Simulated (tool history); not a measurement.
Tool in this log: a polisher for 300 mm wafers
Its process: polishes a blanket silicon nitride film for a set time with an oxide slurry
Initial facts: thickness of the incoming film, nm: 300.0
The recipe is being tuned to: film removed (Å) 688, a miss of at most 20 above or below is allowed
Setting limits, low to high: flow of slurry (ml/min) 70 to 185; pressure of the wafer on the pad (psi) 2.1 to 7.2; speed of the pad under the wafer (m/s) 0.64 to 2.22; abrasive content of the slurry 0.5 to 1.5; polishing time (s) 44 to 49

| run | day | flow of slurry (ml/min) | pressure of the wafer on the pad (psi) | speed of the pad under the wafer (m/s) | abrasive content of the slurry | polishing time (s) | film removed (Å) |
|---|---|---|---|---|---|---|---|
| 1 | 0 | 120 | 4.6 | 1.42 | 1 | 49 | 426.7 |
| 2 | 0.254 | 105 | 4.6 | 1.42 | 1 | 49 | 417.25 |
| 3 | 0.308 | 105 | 4.6 | 1.42 | 0.8 | 49 | 384.28 |
| 4 | 0.583 | 105 | 4.6 | 1.54 | 0.8 | 49 | 401.83 |
| 5 | 0.758 | 105 | 4.6 | 1.54 | 0.65 | 49 | 365.85 |
| 6 | 1.071 | 75 | 4.6 | 1.54 | 0.65 | 49 | 351.13 |
| 7 | 1.133 | 90 | 5.4 | 1.56 | 0.65 | 49 | 417.77 |
| 8 | 1.233 | 100 | 5.9 | 1.62 | 0.65 | 49 | 463.63 |
| 9 | 1.525 | 105 | 6.3 | 1.72 | 0.65 | 49 | 511.37 |
| 10 | 1.879 | 110 | 6.6 | 1.82 | 0.65 | 49 | 571.5 |
| 11 | 2.008 | 135 | 7.2 | 1.9 | 0.65 | 49 | 653.75 |
| 12 | 2.217 | 135 | 7.2 | 1.92 | 0.65 | 49 | 651.97 |
| 13 | 2.446 | 135 | 7.2 | 1.96 | 0.65 | 49 | 659.69 |

Below are 5 possible settings for the next run. Only one of them brings all results inside the allowed miss of their targets. Which is it?
| A | 2.675 | 135 | 7.2 | 2.16 | 0.6 | 46 | ? |
| B | 2.675 | 135 | 7.2 | 1.68 | 0.8 | 48 | ? |
| C | 2.675 | 155 | 7.2 | 1.74 | 0.75 | 47 | ? |
| D | 2.675 | 150 | 7 | 2.12 | 0.75 | 49 | ? |
| E | 2.675 | 150 | 7.2 | 2.04 | 0.65 | 49 | ? |

| move | film removed (Å) |
|---|---|
| A | 644.56 |
| B | 644.02 |
| C | 639.5 |
| D | 739.32 |
| E | 694.01 |
A: lands further from the targets than the last run did
B: lands further from the targets than the last run did
C: lands further from the targets than the last run did
D: takes the result that was furthest off past its target
E: all results land within tolerance of their targets
The move that meets every target is E.
